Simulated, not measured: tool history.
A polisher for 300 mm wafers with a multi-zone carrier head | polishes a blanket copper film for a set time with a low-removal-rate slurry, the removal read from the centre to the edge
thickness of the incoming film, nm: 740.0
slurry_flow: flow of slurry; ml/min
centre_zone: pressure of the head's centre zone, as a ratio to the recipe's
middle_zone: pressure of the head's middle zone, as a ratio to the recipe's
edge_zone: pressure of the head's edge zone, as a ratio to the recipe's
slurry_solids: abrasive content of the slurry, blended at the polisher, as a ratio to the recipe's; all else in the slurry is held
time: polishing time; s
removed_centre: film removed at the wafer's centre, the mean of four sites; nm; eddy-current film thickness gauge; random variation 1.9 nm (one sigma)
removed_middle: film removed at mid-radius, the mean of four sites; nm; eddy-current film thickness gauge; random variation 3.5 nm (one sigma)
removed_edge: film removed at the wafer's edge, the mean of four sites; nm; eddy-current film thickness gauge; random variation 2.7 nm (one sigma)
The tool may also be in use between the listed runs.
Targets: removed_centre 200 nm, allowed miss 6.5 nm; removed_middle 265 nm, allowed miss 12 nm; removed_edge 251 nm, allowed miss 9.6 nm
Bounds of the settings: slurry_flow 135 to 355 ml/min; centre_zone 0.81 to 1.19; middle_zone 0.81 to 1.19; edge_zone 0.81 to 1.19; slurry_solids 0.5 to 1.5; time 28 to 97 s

| run | hour | slurry_flow | centre_zone | middle_zone | edge_zone | slurry_solids | time | removed_centre | removed_middle | removed_edge |
|---|---|---|---|---|---|---|---|---|---|---|
| 1 | 0 | 225 | 1 | 1 | 1 | 1 | 62 | 167.14 | 167.82 | 172.65 |
| 2 | 6.2 | 225 | 1 | 1 | 1 | 0.8 | 62 | 161.87 | 163.9 | 167.64 |
| 3 | 10.8 | 230 | 0.98 | 1.03 | 1.03 | 0.9 | 65 | 166.41 | 182.15 | 181.68 |
| 4 | 15.8 | 235 | 0.97 | 1.05 | 1.06 | 1 | 67 | 174.77 | 193.7 | 195.17 |
| 5 | 22.8 | 240 | 0.96 | 1.08 | 1.08 | 1.1 | 68 | 178.79 | 206.37 | 203.91 |
| 6 | 29.2 | 245 | 0.95 | 1.1 | 1.1 | 1.15 | 69 | 179.37 | 211.22 | 210.64 |
| 7 | 34.8 | 250 | 0.94 | 1.12 | 1.1 | 1.2 | 70 | 184.28 | 215.21 | 214.73 |
| 8 | 41.5 | 240 | 0.93 | 1.13 | 1.1 | 1.2 | 72 | 186.24 | 220.98 | 218.68 |
| 9 | 45.7 | 260 | 0.92 | 1.14 | 1.11 | 1.2 | 73 | 190.11 | 241.84 | 218.21 |
| 10 | 50.3 | 260 | 0.91 | 1.14 | 1.13 | 1.25 | 74 | 190.78 | 241.17 | 226.19 |
| 11 | 53.6 | 260 | 0.9 | 1.15 | 1.14 | 1.3 | 75 | 191.37 | 249.96 | 237.81 |

Which of these 5 next moves meets every target?
| A | 56.9 | 255 | 0.85 | 1.12 | 1.09 | 1.15 | 84 | ? | ? | ? |
| B | 56.9 | 245 | 0.88 | 1.02 | 1.19 | 1.5 | 77 | ? | ? | ? |
| C | 56.9 | 230 | 0.91 | 1.12 | 1.19 | 1.4 | 73 | ? | ? | ? |
| D | 56.9 | 355 | 0.94 | 1.1 | 1.06 | 0.6 | 82 | ? | ? | ? |
| E | 56.9 | 250 | 0.97 | 1.05 | 1.1 | 1.3 | 76 | ? | ? | ? |

| move | removed_centre | removed_middle | removed_edge |
|---|---|---|---|
| A | 198.47 | 264.71 | 255.61 |
| B | 196.25 | 233.6 | 256.3 |
| C | 188.4 | 234.81 | 238.1 |
| D | 201.56 | 238.28 | 228.76 |
| E | 208.88 | 230.8 | 237.11 |
A: meets every target
B: brings the result that was furthest off to its target, and leaves another outside
C: further off than the last run
D: further off than the last run
E: further off than the last run
Answer: A
